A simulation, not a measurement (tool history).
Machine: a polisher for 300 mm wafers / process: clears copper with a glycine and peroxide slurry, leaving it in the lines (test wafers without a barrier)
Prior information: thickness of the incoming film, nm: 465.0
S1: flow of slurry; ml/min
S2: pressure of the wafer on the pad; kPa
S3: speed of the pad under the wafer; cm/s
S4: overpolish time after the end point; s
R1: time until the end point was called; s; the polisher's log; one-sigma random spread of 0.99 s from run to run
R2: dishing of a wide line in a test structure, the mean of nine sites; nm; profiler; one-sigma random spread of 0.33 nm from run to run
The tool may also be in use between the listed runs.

run    day   S1    S2   S3  S4      R1      R2
  1      0  195  13.1  104  17  108.89  40.079
  2  0.158  195  13.1  104  15  111.42  36.534
  3  0.488  195  13.1  106  14   109.1  35.015
  4  0.608  195  13.1  108  13   108.3  33.544
  5  0.783  160  13.1  108  13  111.01  32.596
  6  0.892  155  13.1  108  12  111.68   30.34

Forecast run 7:
  7  0.967  155  13.1  108  11   ?   ?

Run 7 came out at R1 113.98 s, R2 28.398 nm.
